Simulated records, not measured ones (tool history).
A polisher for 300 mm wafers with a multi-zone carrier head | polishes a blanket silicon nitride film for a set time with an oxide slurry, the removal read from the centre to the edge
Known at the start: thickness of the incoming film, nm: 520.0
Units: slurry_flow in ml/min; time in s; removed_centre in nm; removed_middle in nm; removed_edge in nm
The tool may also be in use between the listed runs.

run	day	slurry_flow	centre_zone	middle_zone	edge_zone	slurry_solids	time	removed_centre	removed_middle	removed_edge
1	0	195	1	1	1	1	60	31.575	32.838	32.68
2	0.358	195	0.94	1	1	1	60	29.421	32.265	32.838
3	0.458	155	0.94	1	1	1	60	29.463	31.082	32.629
4	0.583	200	0.94	1	1	1	60	30.509	32.001	33.098
5	0.754	200	0.86	1	1	1	60	27.522	32.461	32.776
6	1.021	200	0.86	0.95	1	1	60	27.63	31.631	33.217

Forecast run 7:
7	1.162	255	0.96	1.01	1.1	1.2	60	?	?	?

{"run 7": {"removed_centre": 34.108, "removed_middle": 36.848, "removed_edge": 38.34}}
